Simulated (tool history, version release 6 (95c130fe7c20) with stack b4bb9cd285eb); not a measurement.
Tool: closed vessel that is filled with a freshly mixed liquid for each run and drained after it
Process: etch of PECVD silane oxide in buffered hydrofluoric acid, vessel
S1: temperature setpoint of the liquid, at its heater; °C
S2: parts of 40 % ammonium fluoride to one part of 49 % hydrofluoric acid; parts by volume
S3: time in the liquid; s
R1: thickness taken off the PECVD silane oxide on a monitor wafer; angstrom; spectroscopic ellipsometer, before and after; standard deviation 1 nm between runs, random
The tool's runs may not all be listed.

| run | day | S1 | S2 | S3 | R1 |
|---|---|---|---|---|---|
| 1 | 0 | 22 | 17.5 | 35 | 989.77 |
| 2 | 0.05 | 19 | 17.5 | 35 | 830.63 |
| 3 | 0.138 | 20 | 17.5 | 35 | 898.89 |
| 4 | 0.325 | 17 | 17.5 | 35 | 751.24 |
| 5 | 0.429 | 18.5 | 17.5 | 35 | 817.7 |
| 6 | 0.521 | 18.5 | 14.5 | 35 | 969.89 |

Predict the results of run 7:
| 7 | 0.583 | 19 | 14.5 | 35 | ? |

{"run 7": {"R1": 1015.3}}

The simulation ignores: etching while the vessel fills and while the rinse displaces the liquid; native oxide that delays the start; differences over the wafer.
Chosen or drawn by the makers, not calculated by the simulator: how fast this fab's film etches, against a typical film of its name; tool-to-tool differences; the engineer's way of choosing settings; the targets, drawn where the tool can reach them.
